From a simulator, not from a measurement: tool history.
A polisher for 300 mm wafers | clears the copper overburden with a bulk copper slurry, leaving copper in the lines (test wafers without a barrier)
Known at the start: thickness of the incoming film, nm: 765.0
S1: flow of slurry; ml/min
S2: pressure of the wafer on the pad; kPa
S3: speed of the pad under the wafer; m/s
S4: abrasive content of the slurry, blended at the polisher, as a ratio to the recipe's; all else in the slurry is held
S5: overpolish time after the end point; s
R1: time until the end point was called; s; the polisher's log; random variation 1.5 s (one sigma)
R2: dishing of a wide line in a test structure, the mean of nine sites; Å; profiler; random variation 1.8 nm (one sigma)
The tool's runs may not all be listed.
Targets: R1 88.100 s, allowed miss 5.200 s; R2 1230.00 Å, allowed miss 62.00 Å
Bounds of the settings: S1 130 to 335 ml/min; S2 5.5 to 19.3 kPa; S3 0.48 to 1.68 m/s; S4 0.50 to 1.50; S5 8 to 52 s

run 1 hour=0.0 | S1=215 S2=12.4 S3=1.08 S4=1.00 S5=26 | R1=142.980 R2=759.26
run 2 hour=7.3 | S1=215 S2=14.5 S3=1.08 S4=1.00 S5=28 | R1=130.810 R2=865.01
run 3 hour=14.6 | S1=215 S2=14.5 S3=1.30 S4=1.00 S5=28 | R1=107.860 R2=960.63
run 4 hour=23.0 | S1=215 S2=15.9 S3=1.30 S4=1.00 S5=29 | R1=98.760 R2=1046.90
run 5 hour=28.0 | S1=215 S2=16.5 S3=1.30 S4=1.00 S5=30 | R1=99.667 R2=1076.10
run 6 hour=34.2 | S1=215 S2=16.5 S3=1.14 S4=1.00 S5=30 | R1=110.040 R2=978.05
run 7 hour=38.0 | S1=215 S2=17.2 S3=1.18 S4=1.00 S5=31 | R1=102.860 R2=1079.60
run 8 hour=42.7 | S1=215 S2=17.9 S3=1.20 S4=1.00 S5=31 | R1=98.677 R2=1120.60
run 9 hour=50.6 | S1=215 S2=18.6 S3=1.22 S4=1.00 S5=31 | R1=93.657 R2=1112.90
-- hour=58.8 worn pad replaced by a new one
run 10 hour=58.8 | S1=215 S2=18.6 S3=1.24 S4=1.00 S5=32 | R1=79.539 R2=1232.10

4 next moves are on the table. One of them brings every result within its allowed miss. Which?
run A hour=67.0 | S1=190 S2=19.3 S3=1.52 S4=0.90 S5=31 | R1=? R2=?
run B hour=67.0 | S1=170 S2=15.9 S3=1.26 S4=1.20 S5=37 | R1=? R2=?
run C hour=67.0 | S1=225 S2=19.3 S3=1.36 S4=1.00 S5=30 | R1=? R2=?
run D hour=67.0 | S1=250 S2=19.3 S3=1.26 S4=0.95 S5=28 | R1=? R2=?

move=A R1=68.612 R2=1319.60
move=B R1=90.548 R2=1222.90
move=C R1=72.130 R2=1281.40
move=D R1=77.998 R2=1207.70
A: further off than the last run
B: meets every target
C: further off than the last run
D: further off than the last run
The right move is B.
